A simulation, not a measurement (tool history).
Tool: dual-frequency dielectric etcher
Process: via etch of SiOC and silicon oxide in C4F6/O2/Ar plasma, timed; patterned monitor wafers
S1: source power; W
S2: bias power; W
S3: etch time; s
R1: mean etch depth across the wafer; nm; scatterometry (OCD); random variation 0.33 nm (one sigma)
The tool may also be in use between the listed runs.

run 1 hour=0.0 | S1=430 S2=212 S3=58.5 | R1=75.292
run 2 hour=8.9 | S1=400 S2=210 S3=58.5 | R1=73.042
run 3 hour=10.7 | S1=340 S2=210 S3=58.5 | R1=69.272
run 4 hour=15.8 | S1=340 S2=231 S3=58.5 | R1=71.969
run 5 hour=19.0 | S1=320 S2=227 S3=58.5 | R1=70.310
-- hour=25.3 source power generator calibrated
run 6 hour=25.3 | S1=310 S2=224 S3=58.5 | R1=68.382

Forecast run 7:
run 7 hour=34.1 | S1=300 S2=223 S3=58.5 | R1=?

Run 7 gave R1 67.104 nm.
